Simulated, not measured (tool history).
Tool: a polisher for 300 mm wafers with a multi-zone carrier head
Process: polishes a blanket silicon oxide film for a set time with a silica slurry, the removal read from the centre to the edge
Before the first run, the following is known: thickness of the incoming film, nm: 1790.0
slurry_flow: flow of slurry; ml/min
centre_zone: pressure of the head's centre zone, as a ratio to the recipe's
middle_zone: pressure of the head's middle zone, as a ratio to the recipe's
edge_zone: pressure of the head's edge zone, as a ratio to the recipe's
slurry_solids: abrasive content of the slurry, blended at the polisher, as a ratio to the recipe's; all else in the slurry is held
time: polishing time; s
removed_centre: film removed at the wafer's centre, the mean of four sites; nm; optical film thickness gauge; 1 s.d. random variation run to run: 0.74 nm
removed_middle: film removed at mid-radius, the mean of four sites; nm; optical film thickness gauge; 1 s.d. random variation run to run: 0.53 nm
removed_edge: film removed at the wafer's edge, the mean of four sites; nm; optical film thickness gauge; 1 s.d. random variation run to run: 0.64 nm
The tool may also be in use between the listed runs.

run 1 hour=0.0 | slurry_flow=215 centre_zone=1.00 middle_zone=1.00 edge_zone=1.00 slurry_solids=1.00 time=40 | removed_centre=90.761 removed_middle=101.820 removed_edge=101.350
run 2 hour=6.6 | slurry_flow=205 centre_zone=1.00 middle_zone=0.97 edge_zone=0.97 slurry_solids=0.95 time=40 | removed_centre=86.873 removed_middle=97.210 removed_edge=98.049
run 3 hour=9.4 | slurry_flow=205 centre_zone=1.05 middle_zone=0.97 edge_zone=0.97 slurry_solids=0.95 time=40 | removed_centre=92.767 removed_middle=97.052 removed_edge=97.207
run 4 hour=14.3 | slurry_flow=180 centre_zone=1.05 middle_zone=0.97 edge_zone=0.97 slurry_solids=0.95 time=40 | removed_centre=90.273 removed_middle=94.060 removed_edge=95.684
run 5 hour=19.0 | slurry_flow=175 centre_zone=1.05 middle_zone=0.95 edge_zone=0.95 slurry_solids=0.90 time=40 | removed_centre=86.279 removed_middle=90.237 removed_edge=93.096
run 6 hour=23.3 | slurry_flow=175 centre_zone=1.05 middle_zone=0.95 edge_zone=1.00 slurry_solids=0.90 time=40 | removed_centre=87.657 removed_middle=90.051 removed_edge=93.044
-- hour=28.6 centre zone pressure recalibrated
run 7 hour=28.6 | slurry_flow=170 centre_zone=1.05 middle_zone=0.94 edge_zone=1.00 slurry_solids=0.85 time=40 | removed_centre=96.229 removed_middle=86.107 removed_edge=92.105

Predict the results of run 8:
run 8 hour=30.9 | slurry_flow=180 centre_zone=0.95 middle_zone=0.92 edge_zone=0.92 slurry_solids=0.75 time=38 | removed_centre=? removed_middle=? removed_edge=?

{"run 8": {"removed_centre": 78.538, "removed_middle": 76.659, "removed_edge": 77.984}}
